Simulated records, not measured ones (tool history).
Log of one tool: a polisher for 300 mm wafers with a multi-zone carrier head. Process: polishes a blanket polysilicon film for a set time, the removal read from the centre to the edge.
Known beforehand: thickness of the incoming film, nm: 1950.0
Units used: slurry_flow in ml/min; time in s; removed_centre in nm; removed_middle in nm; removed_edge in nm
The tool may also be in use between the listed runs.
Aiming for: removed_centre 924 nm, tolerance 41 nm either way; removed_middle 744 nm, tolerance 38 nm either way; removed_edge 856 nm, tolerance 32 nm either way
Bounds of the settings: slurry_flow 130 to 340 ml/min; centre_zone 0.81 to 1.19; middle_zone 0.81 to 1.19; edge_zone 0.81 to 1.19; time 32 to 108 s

Run 1, hour 0: slurry_flow 220 ml/min, centre_zone 1, middle_zone 1, edge_zone 1, time 70 s. Result: removed_centre 690.8 nm, removed_middle 698.2 nm, removed_edge 686.19 nm.
Run 2, hour 4.1: slurry_flow 220 ml/min, centre_zone 1.02, middle_zone 0.99, edge_zone 1.02, time 71 s. Result: removed_centre 706.64 nm, removed_middle 704.95 nm, removed_edge 724.22 nm.
Run 3, hour 10.4: slurry_flow 220 ml/min, centre_zone 1.02, middle_zone 0.93, edge_zone 1.02, time 71 s. Result: removed_centre 714.68 nm, removed_middle 668.49 nm, removed_edge 709.55 nm.
Run 4, hour 11.9: slurry_flow 220 ml/min, centre_zone 1.02, middle_zone 0.93, edge_zone 1.02, time 62 s. Result: removed_centre 617.99 nm, removed_middle 597.26 nm, removed_edge 620.76 nm.
Run 5, hour 16: slurry_flow 220 ml/min, centre_zone 1.02, middle_zone 0.93, edge_zone 1.02, time 71 s. Result: removed_centre 706.1 nm, removed_middle 678.88 nm, removed_edge 709.23 nm.
Run 6, hour 24.7: slurry_flow 220 ml/min, centre_zone 1.08, middle_zone 0.93, edge_zone 1.02, time 71 s. Result: removed_centre 749.41 nm, removed_middle 667.81 nm, removed_edge 697.9 nm.
Run 7, hour 30.3: slurry_flow 225 ml/min, centre_zone 1.09, middle_zone 0.93, edge_zone 1.04, time 72 s. Result: removed_centre 765.26 nm, removed_middle 671.44 nm, removed_edge 729.93 nm.
Run 8, hour 39.3: slurry_flow 230 ml/min, centre_zone 1.1, middle_zone 0.93, edge_zone 1.05, time 73 s. Result: removed_centre 796.73 nm, removed_middle 675.88 nm, removed_edge 739.21 nm.
Run 9, hour 43.3: slurry_flow 235 ml/min, centre_zone 1.11, middle_zone 0.94, edge_zone 1.06, time 74 s. Result: removed_centre 811.51 nm, removed_middle 709.14 nm, removed_edge 759 nm.
Run 10, hour 50.8: slurry_flow 235 ml/min, centre_zone 1.12, middle_zone 0.94, edge_zone 1.07, time 74 s. Result: removed_centre 826.07 nm, removed_middle 725.82 nm, removed_edge 758.65 nm.
Run 11, hour 56.2: slurry_flow 235 ml/min, centre_zone 1.12, middle_zone 0.93, edge_zone 1.08, time 75 s. Result: removed_centre 833.44 nm, removed_middle 710.65 nm, removed_edge 770.26 nm.

5 candidate next runs follow, results not yet known. Just one meets every target within its allowed miss. Identify it.
Run A, hour 61.6: slurry_flow 320 ml/min, centre_zone 1.06, middle_zone 1.16, edge_zone 1.07, time 67 s. Result: removed_centre ?, removed_middle ?, removed_edge ?.
Run B, hour 61.6: slurry_flow 305 ml/min, centre_zone 1.14, middle_zone 1.03, edge_zone 0.99, time 64 s. Result: removed_centre ?, removed_middle ?, removed_edge ?.
Run C, hour 61.6: slurry_flow 170 ml/min, centre_zone 0.97, middle_zone 0.88, edge_zone 1.19, time 81 s. Result: removed_centre ?, removed_middle ?, removed_edge ?.
Run D, hour 61.6: slurry_flow 220 ml/min, centre_zone 1.13, middle_zone 1, edge_zone 1.02, time 64 s. Result: removed_centre ?, removed_middle ?, removed_edge ?.
Run E, hour 61.6: slurry_flow 295 ml/min, centre_zone 1.09, middle_zone 0.86, edge_zone 1.03, time 83 s. Result: removed_centre ?, removed_middle ?, removed_edge ?.

move  removed_centre  removed_middle  removed_edge
   A          759.24          791.45        696.25
   B          775.67          679.51        644.37
   C          759.83          694.11        826.09
   D          735.81           637.1         632.8
   E           956.8          755.49        848.04
A: the biggest miss grows against the last run
B: the biggest miss grows against the last run
C: the furthest-off result lands on target, but another misses its tolerance
D: the biggest miss grows against the last run
E: hits every target within its allowed miss
So the answer is move E, the one that meets all the targets.
